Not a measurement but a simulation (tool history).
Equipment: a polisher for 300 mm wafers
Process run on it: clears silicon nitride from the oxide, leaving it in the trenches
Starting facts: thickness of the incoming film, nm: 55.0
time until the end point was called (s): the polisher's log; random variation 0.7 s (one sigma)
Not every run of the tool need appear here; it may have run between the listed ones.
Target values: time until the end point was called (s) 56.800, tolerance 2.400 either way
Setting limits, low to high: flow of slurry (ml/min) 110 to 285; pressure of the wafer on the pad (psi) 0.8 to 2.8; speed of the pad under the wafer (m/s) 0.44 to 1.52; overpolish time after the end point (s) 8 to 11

run	hour	flow of slurry (ml/min)	pressure of the wafer on the pad (psi)	speed of the pad under the wafer (m/s)	overpolish time after the end point (s)	time until the end point was called (s)
1	0.0	180	1.8	0.98	11	106.990
2	2.1	180	1.8	0.98	8	105.640
3	6.2	180	1.5	0.98	8	125.050
4	10.9	180	1.5	1.14	8	107.400
5	17.5	180	1.5	0.96	8	126.420
6	22.3	180	1.5	0.96	8	126.730
7	24.7	185	1.9	1.00	8	98.659
8	26.3	185	2.1	1.02	8	90.057
9	30.0	185	2.3	1.06	8	76.870
10	38.5	185	2.4	1.08	8	75.438
# hour 44.4: worn pad replaced by a new one
11	44.4	190	2.5	1.12	8	60.627
12	50.7	195	2.5	1.12	8	61.631
13	54.5	195	2.5	1.12	8	61.875
14	63.4	200	2.5	1.12	8	60.247
15	71.9	205	2.5	1.12	8	61.942

Which of these 5 next moves meets every target?
A	80.4	240	2.6	1.04	8	?
B	80.4	210	2.3	1.14	8	?
C	80.4	195	2.6	1.24	8	?
D	80.4	250	2.8	1.20	8	?
E	80.4	205	2.5	1.18	8	?

move	time until the end point was called (s)
A	61.668
B	64.060
C	53.263
D	49.892
E	57.580
A: nearer the targets than the last run, but a result is still out of spec
B: misses by more than the last run did
C: carries the result that was furthest off beyond its target, to the other side
D: carries the result that was furthest off beyond its target, to the other side
E: all results land within tolerance of their targets
The move that meets every target is E.

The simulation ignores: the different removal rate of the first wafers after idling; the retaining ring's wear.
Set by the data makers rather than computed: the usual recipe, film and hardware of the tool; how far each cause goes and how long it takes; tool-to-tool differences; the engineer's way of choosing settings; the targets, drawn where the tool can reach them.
